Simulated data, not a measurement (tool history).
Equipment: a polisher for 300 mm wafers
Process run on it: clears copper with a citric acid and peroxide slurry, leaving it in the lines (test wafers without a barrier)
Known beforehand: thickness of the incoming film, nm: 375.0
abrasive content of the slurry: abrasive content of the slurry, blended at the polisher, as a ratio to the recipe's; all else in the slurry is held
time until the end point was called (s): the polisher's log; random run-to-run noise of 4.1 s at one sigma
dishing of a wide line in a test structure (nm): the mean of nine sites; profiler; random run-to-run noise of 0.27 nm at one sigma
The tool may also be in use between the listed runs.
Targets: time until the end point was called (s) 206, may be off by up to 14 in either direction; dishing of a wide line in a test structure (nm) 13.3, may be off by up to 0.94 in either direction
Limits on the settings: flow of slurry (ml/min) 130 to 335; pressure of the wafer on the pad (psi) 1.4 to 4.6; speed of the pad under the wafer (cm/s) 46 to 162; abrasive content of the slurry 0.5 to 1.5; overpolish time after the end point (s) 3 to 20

run,hour,flow of slurry (ml/min),pressure of the wafer on the pad (psi),speed of the pad under the wafer (cm/s),abrasive content of the slurry,overpolish time after the end point (s),time until the end point was called (s),dishing of a wide line in a test structure (nm)
1,0,215,3,104,1,10,148.68,20.094
2,2.4,215,2.9,104,1,10,151.28,19.747
3,10.6,215,2.8,104,1,10,153.35,19.356
4,12.5,215,2.6,104,1,10,164.16,17.935
5,21.3,215,2.5,104,1,10,164.81,17.692
6,28.9,215,2.5,104,1.1,10,162.38,18.146
7,31.2,215,2.4,104,1.1,10,170.43,16.658
8,36,215,2.3,104,1.1,10,180.47,16.525
9,44.2,215,2.2,104,1.1,10,182.05,16.439
10,50.1,215,2.1,104,1.1,10,193.59,15.45

Which single option among these 4 for the next run brings every result within its allowed miss of target? Just one does.
A,56,205,2.1,94,1.05,13,?,?
B,56,230,1.9,102,1.1,8,?,?
C,56,180,2.9,70,1.4,9,?,?
D,56,210,2.3,96,1.35,7,?,?

move,time until the end point was called (s),dishing of a wide line in a test structure (nm)
A,218.57,17.854
B,213.5,11.605
C,211.84,13.169
D,187.22,11.622
A: its largest miss is bigger than the last run's
B: pushes the last run's worst result past its target
C: all results in spec
D: pushes the last run's worst result past its target
Answer: C
